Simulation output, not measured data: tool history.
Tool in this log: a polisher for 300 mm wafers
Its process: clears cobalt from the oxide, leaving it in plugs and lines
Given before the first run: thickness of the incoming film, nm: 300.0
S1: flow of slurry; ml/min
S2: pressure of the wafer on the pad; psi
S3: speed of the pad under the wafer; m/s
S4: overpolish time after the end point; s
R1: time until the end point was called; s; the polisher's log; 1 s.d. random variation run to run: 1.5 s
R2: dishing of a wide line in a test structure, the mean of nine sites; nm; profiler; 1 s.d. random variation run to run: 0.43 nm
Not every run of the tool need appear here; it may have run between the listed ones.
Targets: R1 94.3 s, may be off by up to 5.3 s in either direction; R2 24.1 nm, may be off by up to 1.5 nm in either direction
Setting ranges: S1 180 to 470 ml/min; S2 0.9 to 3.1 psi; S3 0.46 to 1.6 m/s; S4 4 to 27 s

run  hour   S1   S2    S3  S4      R1      R2
  1     0  300    2  1.02  14  54.067  44.839
  2   7.2  300  1.8  0.98  11  61.978  37.024
  3  15.3  300  1.8  1.14  11  52.595  41.229
  4  22.6  300  1.8  1.38  11  45.224  44.749
  5  30.1  300  1.8  1.26  11  49.291  42.434
  6  38.3  295  1.6  1.16   9  58.728  33.883
  7  42.7  295  1.4  1.12   9  67.902  30.496
  8  50.7  295  1.3   1.1   9  75.967  28.314
  9    52  295  1.2   1.1   9   82.44  26.851
 10  60.7  295  1.1   1.1   9  88.793   25.63
 11  64.2  295    1   1.1   8  95.039  21.913

Below are 4 possible settings for the next run. Only one of them brings all results inside the allowed miss of their targets. Which is it?
  A  67.7  250  0.9   1.2  11   ?   ?
  B  67.7  295  1.1     1  11   ?   ?
  C  67.7  325    1   1.1   9   ?   ?
  D  67.7  290  0.9  1.24  11   ?   ?

move      R1      R2
   A  101.35  26.889
   B  98.669  27.429
   C  97.645   23.72
   D  96.831   27.81
A: takes the result that was furthest off past its target
B: takes the result that was furthest off past its target
C: all results land within tolerance of their targets
D: takes the result that was furthest off past its target
So the answer is move C, the one that meets all the targets.
